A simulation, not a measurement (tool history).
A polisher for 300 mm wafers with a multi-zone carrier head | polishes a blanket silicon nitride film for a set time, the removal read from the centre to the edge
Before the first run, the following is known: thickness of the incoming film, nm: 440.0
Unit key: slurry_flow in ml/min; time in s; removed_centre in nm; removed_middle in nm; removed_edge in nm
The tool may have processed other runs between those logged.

run 1 hour=0.0 | slurry_flow=170 centre_zone=1.00 middle_zone=1.00 edge_zone=1.00 time=65 | removed_centre=181.62 removed_middle=179.30 removed_edge=173.40
run 2 hour=1.4 | slurry_flow=125 centre_zone=1.00 middle_zone=1.00 edge_zone=1.00 time=65 | removed_centre=167.07 removed_middle=172.55 removed_edge=165.40
run 3 hour=2.8 | slurry_flow=160 centre_zone=1.00 middle_zone=1.00 edge_zone=1.00 time=65 | removed_centre=180.36 removed_middle=177.81 removed_edge=168.95
run 4 hour=7.4 | slurry_flow=160 centre_zone=1.00 middle_zone=1.00 edge_zone=0.93 time=65 | removed_centre=175.83 removed_middle=182.47 removed_edge=166.16
run 5 hour=10.1 | slurry_flow=150 centre_zone=0.97 middle_zone=0.98 edge_zone=0.93 time=60 | removed_centre=158.08 removed_middle=161.32 removed_edge=153.83
run 6 hour=11.5 | slurry_flow=140 centre_zone=0.94 middle_zone=0.99 edge_zone=0.95 time=56 | removed_centre=134.76 removed_middle=148.09 removed_edge=139.42
run 7 hour=18.9 | slurry_flow=135 centre_zone=0.92 middle_zone=0.98 edge_zone=0.95 time=54 | removed_centre=131.68 removed_middle=138.15 removed_edge=135.87
run 8 hour=21.7 | slurry_flow=130 centre_zone=0.90 middle_zone=0.99 edge_zone=0.97 time=52 | removed_centre=122.58 removed_middle=133.10 removed_edge=131.59
-- hour=27.7 edge zone pressure recalibrated
run 9 hour=27.7 | slurry_flow=125 centre_zone=0.89 middle_zone=0.99 edge_zone=0.98 time=50 | removed_centre=114.79 removed_middle=129.59 removed_edge=132.68

Run 10 is up next; what results do you expect?
run 10 hour=33.6 | slurry_flow=120 centre_zone=0.88 middle_zone=0.99 edge_zone=0.97 time=48 | removed_centre=? removed_middle=? removed_edge=?

removed_centre: 107.85 nm
removed_middle: 124.30 nm
removed_edge: 127.36 nm
